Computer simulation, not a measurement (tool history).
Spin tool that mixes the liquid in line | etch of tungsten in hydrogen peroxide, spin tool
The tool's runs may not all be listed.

run,hour,temperature setpoint of the liquid (°C),concentration of hydrogen peroxide in the mixed liquid (% by weight),time under the liquid (s),thickness taken off the tungsten on a monitor wafer (Å)
1,0.0,51.0,16.5,15,399.61
2,3.2,51.0,13.0,15,354.17
3,4.5,51.0,13.0,15,351.94
4,7.5,51.0,13.0,15,359.01
5,8.6,49.0,13.0,15,312.82
6,10.5,49.0,14.5,15,329.15
7,15.5,47.0,14.5,15,292.74
8,18.2,39.5,14.5,15,179.68

Run 9 comes next. What will it give?
9,24.0,39.5,14.5,15,?

thickness taken off the tungsten on a monitor wafer (Å): 180.55
